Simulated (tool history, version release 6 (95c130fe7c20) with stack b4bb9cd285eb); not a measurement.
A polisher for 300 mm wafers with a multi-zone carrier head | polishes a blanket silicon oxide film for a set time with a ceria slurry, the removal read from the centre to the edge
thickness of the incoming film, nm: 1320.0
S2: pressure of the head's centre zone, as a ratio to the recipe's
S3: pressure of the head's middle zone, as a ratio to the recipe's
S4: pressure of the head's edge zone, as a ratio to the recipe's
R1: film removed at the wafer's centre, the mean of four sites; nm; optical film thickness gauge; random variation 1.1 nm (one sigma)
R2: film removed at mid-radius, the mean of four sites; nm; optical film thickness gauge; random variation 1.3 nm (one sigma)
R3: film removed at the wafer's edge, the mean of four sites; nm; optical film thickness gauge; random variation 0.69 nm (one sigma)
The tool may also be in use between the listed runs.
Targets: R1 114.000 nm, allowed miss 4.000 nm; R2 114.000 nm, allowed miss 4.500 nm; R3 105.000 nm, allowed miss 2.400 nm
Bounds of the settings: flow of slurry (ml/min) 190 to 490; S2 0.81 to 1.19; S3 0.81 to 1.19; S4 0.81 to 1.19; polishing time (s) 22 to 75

run 1 hour=0.0 | flow_of_slurry_(ml/min)=315 S2=1.00 S3=1.00 S4=1.00 polishing_time_(s)=48 | R1=175.590 R2=176.620 R3=189.830
run 2 hour=2.9 | flow_of_slurry_(ml/min)=315 S2=1.00 S3=1.00 S4=1.00 polishing_time_(s)=59 | R1=213.640 R2=222.460 R3=232.360
run 3 hour=8.6 | flow_of_slurry_(ml/min)=315 S2=1.00 S3=1.00 S4=1.05 polishing_time_(s)=59 | R1=213.710 R2=217.930 R3=238.330
run 4 hour=12.7 | flow_of_slurry_(ml/min)=315 S2=0.95 S3=1.00 S4=1.05 polishing_time_(s)=59 | R1=208.390 R2=224.280 R3=235.600
run 5 hour=15.0 | flow_of_slurry_(ml/min)=315 S2=0.99 S3=1.00 S4=1.05 polishing_time_(s)=59 | R1=215.530 R2=219.260 R3=239.290
run 6 hour=18.4 | flow_of_slurry_(ml/min)=315 S2=0.99 S3=1.00 S4=1.05 polishing_time_(s)=49 | R1=177.220 R2=179.720 R3=196.590
run 7 hour=20.1 | flow_of_slurry_(ml/min)=290 S2=1.03 S3=1.04 S4=0.97 polishing_time_(s)=40 | R1=150.630 R2=153.050 R3=153.860
run 8 hour=28.3 | flow_of_slurry_(ml/min)=295 S2=1.07 S3=1.05 S4=0.87 polishing_time_(s)=26 | R1=99.094 R2=100.190 R3=94.723
run 9 hour=31.9 | flow_of_slurry_(ml/min)=295 S2=1.07 S3=1.05 S4=0.87 polishing_time_(s)=26 | R1=99.090 R2=101.850 R3=95.628
run 10 hour=38.6 | flow_of_slurry_(ml/min)=295 S2=1.09 S3=1.07 S4=0.90 polishing_time_(s)=26 | R1=100.970 R2=99.185 R3=96.835

4 next moves are on the table. One of them brings every result within its allowed miss. Which?
run A hour=45.3 | flow_of_slurry_(ml/min)=355 S2=0.98 S3=1.00 S4=0.96 polishing_time_(s)=28 | R1=? R2=? R3=?
run B hour=45.3 | flow_of_slurry_(ml/min)=250 S2=1.05 S3=1.16 S4=0.87 polishing_time_(s)=31 | R1=? R2=? R3=?
run C hour=45.3 | flow_of_slurry_(ml/min)=295 S2=1.10 S3=1.10 S4=0.86 polishing_time_(s)=29 | R1=? R2=? R3=?
run D hour=45.3 | flow_of_slurry_(ml/min)=415 S2=1.03 S3=1.11 S4=0.87 polishing_time_(s)=28 | R1=? R2=? R3=?

move=A R1=100.860 R2=105.470 R3=108.170
move=B R1=114.620 R2=124.970 R3=111.600
move=C R1=113.940 R2=114.590 R3=105.310
move=D R1=106.920 R2=114.520 R3=104.410
A: takes the result that was furthest off past its target
B: takes the result that was furthest off past its target
C: meets every target
D: brings the result that was furthest off to its target, and leaves another outside
Answer: C
